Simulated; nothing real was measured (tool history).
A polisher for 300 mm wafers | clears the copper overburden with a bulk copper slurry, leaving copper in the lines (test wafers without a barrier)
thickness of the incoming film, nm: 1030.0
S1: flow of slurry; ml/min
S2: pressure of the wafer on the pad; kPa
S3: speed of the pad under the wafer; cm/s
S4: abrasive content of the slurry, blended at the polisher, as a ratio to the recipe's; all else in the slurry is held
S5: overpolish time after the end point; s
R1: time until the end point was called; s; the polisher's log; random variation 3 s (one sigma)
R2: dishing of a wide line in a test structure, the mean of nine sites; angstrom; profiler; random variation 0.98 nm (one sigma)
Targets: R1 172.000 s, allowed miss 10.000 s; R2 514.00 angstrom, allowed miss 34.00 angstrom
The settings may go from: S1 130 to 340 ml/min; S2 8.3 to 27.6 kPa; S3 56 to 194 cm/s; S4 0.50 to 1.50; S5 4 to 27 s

{"run": 1, "hour": 0.0, "S1": 220, "S2": 17.9, "S3": 124, "S4": 1.0, "S5": 14, "R1": 109.14, "R2": 668.17}
{"run": 2, "hour": 7.2, "S1": 220, "S2": 17.2, "S3": 124, "S4": 1.0, "S5": 14, "R1": 114.15, "R2": 653.83}
{"run": 3, "hour": 9.2, "S1": 220, "S2": 21.4, "S3": 124, "S4": 1.0, "S5": 14, "R1": 89.587, "R2": 770.29}
{"run": 4, "hour": 10.8, "S1": 220, "S2": 20.0, "S3": 124, "S4": 1.0, "S5": 14, "R1": 97.553, "R2": 729.4}
{"hour": 18.7, "done": "slurry blender recalibrated"}
{"run": 5, "hour": 18.7, "S1": 220, "S2": 18.6, "S3": 124, "S4": 1.0, "S5": 14, "R1": 100.78, "R2": 736.26}
{"run": 6, "hour": 23.2, "S1": 220, "S2": 18.6, "S3": 146, "S4": 1.0, "S5": 14, "R1": 84.39, "R2": 796.81}
{"run": 7, "hour": 26.2, "S1": 220, "S2": 17.2, "S3": 144, "S4": 1.0, "S5": 14, "R1": 91.999, "R2": 747.48}
{"run": 8, "hour": 34.5, "S1": 220, "S2": 15.9, "S3": 142, "S4": 1.0, "S5": 14, "R1": 99.946, "R2": 685.84}
{"run": 9, "hour": 37.9, "S1": 220, "S2": 15.9, "S3": 142, "S4": 1.0, "S5": 14, "R1": 98.739, "R2": 673.45}
{"run": 10, "hour": 39.9, "S1": 220, "S2": 15.2, "S3": 140, "S4": 1.0, "S5": 15, "R1": 107.72, "R2": 660.61}
{"run": 11, "hour": 44.1, "S1": 220, "S2": 14.5, "S3": 138, "S4": 1.0, "S5": 16, "R1": 114.83, "R2": 672.73}

5 next moves are on the table. One of them brings every result within its allowed miss. Which?
{"run": "A", "hour": 48.3, "S1": 170, "S2": 12.4, "S3": 94, "S4": 1.1, "S5": 15, "R1": "?", "R2": "?"}
{"run": "B", "hour": 48.3, "S1": 215, "S2": 11.0, "S3": 96, "S4": 1.1, "S5": 15, "R1": "?", "R2": "?"}
{"run": "C", "hour": 48.3, "S1": 195, "S2": 9.7, "S3": 152, "S4": 0.8, "S5": 21, "R1": "?", "R2": "?"}
{"run": "D", "hour": 48.3, "S1": 220, "S2": 9.7, "S3": 118, "S4": 0.95, "S5": 22, "R1": "?", "R2": "?"}
{"run": "E", "hour": 48.3, "S1": 185, "S2": 10.3, "S3": 126, "S4": 0.95, "S5": 17, "R1": "?", "R2": "?"}

move=A R1=187.390 R2=448.41
move=B R1=201.990 R2=418.09
move=C R1=156.800 R2=581.06
move=D R1=192.770 R2=534.66
move=E R1=171.600 R2=499.80
A: takes the result that was furthest off past its target
B: takes the result that was furthest off past its target
C: nearer than the last run, and not there yet
D: takes the result that was furthest off past its target
E: meets every target
Answer: E
